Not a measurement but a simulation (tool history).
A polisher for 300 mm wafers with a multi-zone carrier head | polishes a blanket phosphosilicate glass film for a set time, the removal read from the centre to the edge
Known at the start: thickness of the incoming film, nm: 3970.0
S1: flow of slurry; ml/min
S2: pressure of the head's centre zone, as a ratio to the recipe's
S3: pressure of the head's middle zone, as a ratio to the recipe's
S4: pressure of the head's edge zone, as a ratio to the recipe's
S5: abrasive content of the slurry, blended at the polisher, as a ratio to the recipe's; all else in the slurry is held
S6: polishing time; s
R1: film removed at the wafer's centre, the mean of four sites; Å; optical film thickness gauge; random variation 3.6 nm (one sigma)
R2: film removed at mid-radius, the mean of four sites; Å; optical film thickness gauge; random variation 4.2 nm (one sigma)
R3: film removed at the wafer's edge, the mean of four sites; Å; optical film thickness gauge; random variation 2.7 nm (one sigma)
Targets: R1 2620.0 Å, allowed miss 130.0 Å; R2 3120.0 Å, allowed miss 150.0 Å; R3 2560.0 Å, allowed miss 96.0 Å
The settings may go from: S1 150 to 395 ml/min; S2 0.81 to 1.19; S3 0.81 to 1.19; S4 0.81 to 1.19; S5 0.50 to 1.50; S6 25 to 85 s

run  hour   S1    S2    S3    S4    S5  S6      R1      R2      R3
  1   0.0  250  1.00  1.00  1.00  1.00  55  3362.3  3255.4  3325.3
  2   4.3  250  1.00  1.00  0.95  1.00  55  3286.4  3265.6  3282.9
  3  11.3  250  1.00  1.00  0.95  1.00  46  2793.6  2787.1  2671.0
  4  15.1  250  0.94  1.00  0.95  1.00  46  2580.4  2799.1  2725.0
  5  18.8  250  0.94  1.00  0.95  0.95  46  2503.2  2647.4  2623.1
  6  20.1  250  0.94  1.05  0.95  0.95  46  2557.4  2830.0  2594.5
  7  22.9  255  0.94  1.08  0.95  0.95  46  2412.6  2787.1  2609.5
  8  25.3  250  0.97  1.11  0.91  1.00  46  2748.6  3019.6  2646.2

4 next moves are on the table. One of them brings every result within its allowed miss. Which?
  A  27.7  325  0.94  1.16  0.85  0.95  46   ?   ?   ?
  B  27.7  275  1.05  1.09  0.89  0.90  50   ?   ?   ?
  C  27.7  245  1.09  1.14  0.87  0.90  51   ?   ?   ?
  D  27.7  370  0.95  1.04  0.82  0.90  53   ?   ?   ?

move      R1      R2      R3
   A  2565.0  3093.6  2513.5
   B  2933.5  3004.7  2644.6
   C  3059.7  3139.6  2639.4
   D  2900.9  3151.7  2764.6
A: meets every target
B: further off than the last run
C: further off than the last run
D: further off than the last run
Answer: A
